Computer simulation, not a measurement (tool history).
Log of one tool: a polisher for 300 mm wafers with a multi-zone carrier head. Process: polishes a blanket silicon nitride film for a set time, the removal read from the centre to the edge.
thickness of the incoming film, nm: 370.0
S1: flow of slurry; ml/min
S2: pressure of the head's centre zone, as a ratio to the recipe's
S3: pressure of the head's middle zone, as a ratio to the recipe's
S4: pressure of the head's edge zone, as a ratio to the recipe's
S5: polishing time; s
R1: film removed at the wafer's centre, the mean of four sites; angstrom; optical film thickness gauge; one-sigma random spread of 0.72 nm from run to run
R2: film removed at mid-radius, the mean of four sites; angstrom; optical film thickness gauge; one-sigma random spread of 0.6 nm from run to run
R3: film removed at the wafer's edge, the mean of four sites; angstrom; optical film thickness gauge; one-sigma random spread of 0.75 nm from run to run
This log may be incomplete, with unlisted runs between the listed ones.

Run 1, day 0.000: S1 260 ml/min, S2 1.00, S3 1.00, S4 1.00, S5 63 s. Result: R1 1128.40 angstrom, R2 1121.40 angstrom, R3 1160.30 angstrom.
Run 2, day 0.267: S1 260 ml/min, S2 1.00, S3 1.00, S4 1.06, S5 63 s. Result: R1 1144.00 angstrom, R2 1113.90 angstrom, R3 1191.00 angstrom.
Run 3, day 0.442: S1 260 ml/min, S2 1.00, S3 1.00, S4 1.14, S5 63 s. Result: R1 1127.20 angstrom, R2 1117.80 angstrom, R3 1227.00 angstrom.
Run 4, day 0.625: S1 260 ml/min, S2 0.99, S3 1.00, S4 1.08, S5 56 s. Result: R1 1002.30 angstrom, R2 996.22 angstrom, R3 1065.50 angstrom.
Run 5, day 0.879: S1 260 ml/min, S2 0.98, S3 0.99, S4 1.03, S5 52 s. Result: R1 923.88 angstrom, R2 913.86 angstrom, R3 971.93 angstrom.
Run 6, day 1.133: S1 260 ml/min, S2 0.97, S3 0.98, S4 0.99, S5 49 s. Result: R1 876.61 angstrom, R2 858.21 angstrom, R3 897.48 angstrom.
Run 7, day 1.342: S1 255 ml/min, S2 0.95, S3 0.97, S4 0.95, S5 48 s. Result: R1 822.36 angstrom, R2 830.99 angstrom, R3 851.90 angstrom.

Expected results for the next run?
Run 8, day 1.525: S1 245 ml/min, S2 0.94, S3 0.95, S4 0.92, S5 48 s. Result: R1 ?, R2 ?, R3 ?.

Run 8 gave R1 803.33 angstrom, R2 810.15 angstrom, R3 862.45 angstrom.
